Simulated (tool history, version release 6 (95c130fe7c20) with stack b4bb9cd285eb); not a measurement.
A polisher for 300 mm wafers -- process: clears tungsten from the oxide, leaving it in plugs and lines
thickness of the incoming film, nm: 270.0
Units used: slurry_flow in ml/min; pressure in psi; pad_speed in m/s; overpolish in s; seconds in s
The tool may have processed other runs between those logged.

Run 1, hour 0: slurry_flow 240 ml/min, pressure 3.3 psi, pad_speed 0.9 m/s, slurry_solids 1, overpolish 3 s. Result: seconds 87.031 s.
Run 2, hour 8.6: slurry_flow 240 ml/min, pressure 3.2 psi, pad_speed 0.9 m/s, slurry_solids 1, overpolish 3 s. Result: seconds 89.564 s.
Run 3, hour 13.1: slurry_flow 240 ml/min, pressure 3.1 psi, pad_speed 0.9 m/s, slurry_solids 1, overpolish 3 s. Result: seconds 89.412 s.
Run 4, hour 16.5: slurry_flow 240 ml/min, pressure 3.4 psi, pad_speed 0.9 m/s, slurry_solids 1, overpolish 3 s. Result: seconds 85.907 s.
Run 5, hour 22.9: slurry_flow 240 ml/min, pressure 3.3 psi, pad_speed 0.9 m/s, slurry_solids 1, overpolish 3 s. Result: seconds 87.297 s.
Run 6, hour 28.1: slurry_flow 240 ml/min, pressure 2.8 psi, pad_speed 0.9 m/s, slurry_solids 1, overpolish 3 s. Result: seconds 94.058 s.
Run 7, hour 31.4: slurry_flow 240 ml/min, pressure 2.7 psi, pad_speed 0.9 m/s, slurry_solids 1, overpolish 3 s. Result: seconds 96.911 s.

Expected results for the next run?
Run 8, hour 37.8: slurry_flow 240 ml/min, pressure 2.6 psi, pad_speed 0.9 m/s, slurry_solids 1, overpolish 3 s. Result: seconds ?.

Run 8 yielded seconds 97.255 s.
